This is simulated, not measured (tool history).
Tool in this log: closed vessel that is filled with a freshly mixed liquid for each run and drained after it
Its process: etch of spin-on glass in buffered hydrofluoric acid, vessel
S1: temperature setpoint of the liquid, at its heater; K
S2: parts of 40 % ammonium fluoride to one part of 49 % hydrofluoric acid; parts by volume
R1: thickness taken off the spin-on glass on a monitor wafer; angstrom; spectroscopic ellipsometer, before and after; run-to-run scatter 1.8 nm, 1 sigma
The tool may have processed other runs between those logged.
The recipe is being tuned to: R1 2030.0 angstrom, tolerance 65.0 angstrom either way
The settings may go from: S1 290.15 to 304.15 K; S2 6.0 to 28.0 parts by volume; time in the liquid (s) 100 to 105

{"run": 1, "hour": 0.0, "S1": 296.15, "S2": 17.0, "time in the liquid (s)": 100, "R1": 2462.7}
{"run": 2, "hour": 1.0, "S1": 295.15, "S2": 17.0, "time in the liquid (s)": 100, "R1": 2310.7}
{"run": 3, "hour": 3.5, "S1": 294.65, "S2": 17.0, "time in the liquid (s)": 100, "R1": 2221.9}
{"run": 4, "hour": 10.6, "S1": 294.65, "S2": 17.0, "time in the liquid (s)": 105, "R1": 2399.3}
{"run": 5, "hour": 12.5, "S1": 294.65, "S2": 17.0, "time in the liquid (s)": 105, "R1": 2399.8}
{"run": 6, "hour": 21.0, "S1": 294.15, "S2": 17.0, "time in the liquid (s)": 105, "R1": 2276.3}
{"run": 7, "hour": 25.2, "S1": 293.65, "S2": 17.0, "time in the liquid (s)": 105, "R1": 2233.8}
{"run": 8, "hour": 33.1, "S1": 293.15, "S2": 17.0, "time in the liquid (s)": 105, "R1": 2191.2}
{"run": 9, "hour": 41.0, "S1": 293.15, "S2": 17.0, "time in the liquid (s)": 105, "R1": 2176.4}
{"run": 10, "hour": 45.4, "S1": 292.65, "S2": 17.0, "time in the liquid (s)": 105, "R1": 2104.8}

Pick the move, out of 5, that brings all results within their allowed miss; only one does.
{"run": "A", "hour": 49.8, "S1": 292.15, "S2": 17.0, "time in the liquid (s)": 105, "R1": "?"}
{"run": "B", "hour": 49.8, "S1": 291.65, "S2": 17.0, "time in the liquid (s)": 100, "R1": "?"}
{"run": "C", "hour": 49.8, "S1": 291.65, "S2": 18.0, "time in the liquid (s)": 105, "R1": "?"}
{"run": "D", "hour": 49.8, "S1": 293.15, "S2": 18.5, "time in the liquid (s)": 100, "R1": "?"}
{"run": "E", "hour": 49.8, "S1": 290.15, "S2": 15.5, "time in the liquid (s)": 100, "R1": "?"}

move=A R1=2021.4
move=B R1=1871.5
move=C R1=1857.3
move=D R1=1873.6
move=E R1=1882.1
A: every result within its allowed miss
B: the result that was furthest off in the last run now lies on the other side of its target
C: the result that was furthest off in the last run now lies on the other side of its target
D: the result that was furthest off in the last run now lies on the other side of its target
E: the result that was furthest off in the last run now lies on the other side of its target
Correct choice: A, which meets every target
